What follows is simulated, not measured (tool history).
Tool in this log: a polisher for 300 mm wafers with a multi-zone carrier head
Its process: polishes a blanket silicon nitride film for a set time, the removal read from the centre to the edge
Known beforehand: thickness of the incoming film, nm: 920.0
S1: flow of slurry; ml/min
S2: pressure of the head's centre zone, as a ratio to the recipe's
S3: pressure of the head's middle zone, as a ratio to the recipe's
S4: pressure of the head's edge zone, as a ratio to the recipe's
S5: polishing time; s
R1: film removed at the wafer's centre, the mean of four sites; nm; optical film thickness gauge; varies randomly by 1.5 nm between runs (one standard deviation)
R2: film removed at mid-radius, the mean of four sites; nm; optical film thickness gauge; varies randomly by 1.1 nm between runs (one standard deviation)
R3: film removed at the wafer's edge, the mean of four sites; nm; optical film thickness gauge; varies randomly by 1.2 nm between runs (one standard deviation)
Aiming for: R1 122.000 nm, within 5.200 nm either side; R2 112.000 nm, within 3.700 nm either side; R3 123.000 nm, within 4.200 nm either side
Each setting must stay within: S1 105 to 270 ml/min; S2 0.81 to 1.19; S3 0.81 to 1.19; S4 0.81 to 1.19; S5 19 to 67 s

{"run": 1, "hour": 0.0, "S1": 175, "S2": 1.0, "S3": 1.0, "S4": 1.0, "S5": 43, "R1": 89.257, "R2": 90.694, "R3": 86.326}
{"run": 2, "hour": 0.6, "S1": 180, "S2": 1.01, "S3": 0.98, "S4": 1.05, "S5": 46, "R1": 97.085, "R2": 94.417, "R3": 94.453}
{"run": 3, "hour": 4.2, "S1": 185, "S2": 1.01, "S3": 0.97, "S4": 1.08, "S5": 49, "R1": 103.94, "R2": 102.68, "R3": 102.14}
{"run": 4, "hour": 7.0, "S1": 190, "S2": 1.01, "S3": 0.94, "S4": 1.11, "S5": 51, "R1": 108.41, "R2": 103.72, "R3": 107.48}
{"run": 5, "hour": 9.5, "S1": 190, "S2": 1.05, "S3": 0.94, "S4": 1.11, "S5": 51, "R1": 114.88, "R2": 104.34, "R3": 109.12}
{"run": 6, "hour": 17.1, "S1": 190, "S2": 1.05, "S3": 0.89, "S4": 1.11, "S5": 51, "R1": 111.8, "R2": 98.225, "R3": 108.78}
{"run": 7, "hour": 24.4, "S1": 195, "S2": 1.04, "S3": 0.89, "S4": 1.13, "S5": 52, "R1": 116.47, "R2": 100.47, "R3": 114.06}
{"run": 8, "hour": 30.1, "S1": 205, "S2": 1.03, "S3": 0.9, "S4": 1.15, "S5": 52, "R1": 114.67, "R2": 101.1, "R3": 112.98}
{"run": 9, "hour": 33.8, "S1": 200, "S2": 1.02, "S3": 0.9, "S4": 1.15, "S5": 53, "R1": 114.92, "R2": 104.07, "R3": 116.35}
{"hour": 38.0, "done": "edge zone pressure recalibrated"}
{"run": 10, "hour": 38.0, "S1": 205, "S2": 1.02, "S3": 0.91, "S4": 1.16, "S5": 53, "R1": 118.67, "R2": 104.11, "R3": 121.09}
{"run": 11, "hour": 42.5, "S1": 205, "S2": 1.02, "S3": 0.93, "S4": 1.16, "S5": 53, "R1": 114.35, "R2": 106.79, "R3": 120.59}
{"run": 12, "hour": 48.9, "S1": 210, "S2": 1.03, "S3": 0.94, "S4": 1.15, "S5": 53, "R1": 117.73, "R2": 108.05, "R3": 120.23}

5 candidate next runs follow, results not yet known. Just one meets every target within its allowed miss. Identify it.
{"run": "A", "hour": 55.3, "S1": 170, "S2": 0.97, "S3": 0.94, "S4": 1.1, "S5": 53, "R1": "?", "R2": "?", "R3": "?"}
{"run": "B", "hour": 55.3, "S1": 185, "S2": 1.09, "S3": 0.99, "S4": 1.05, "S5": 53, "R1": "?", "R2": "?", "R3": "?"}
{"run": "C", "hour": 55.3, "S1": 225, "S2": 1.03, "S3": 0.92, "S4": 1.09, "S5": 55, "R1": "?", "R2": "?", "R3": "?"}
{"run": "D", "hour": 55.3, "S1": 225, "S2": 0.96, "S3": 0.9, "S4": 1.19, "S5": 53, "R1": "?", "R2": "?", "R3": "?"}
{"run": "E", "hour": 55.3, "S1": 215, "S2": 1.04, "S3": 0.88, "S4": 1.15, "S5": 54, "R1": "?", "R2": "?", "R3": "?"}

move=A R1=109.710 R2=107.400 R3=115.440
move=B R1=124.820 R2=113.230 R3=113.520
move=C R1=125.280 R2=112.930 R3=122.060
move=D R1=112.440 R2=106.880 R3=123.090
move=E R1=123.500 R2=106.330 R3=122.790
A: moves away from the targets compared with the last run
B: the furthest-off result lands on target, but another misses its tolerance
C: all results land within tolerance of their targets
D: moves away from the targets compared with the last run
E: moves away from the targets compared with the last run
Go with C: it meets all targets.
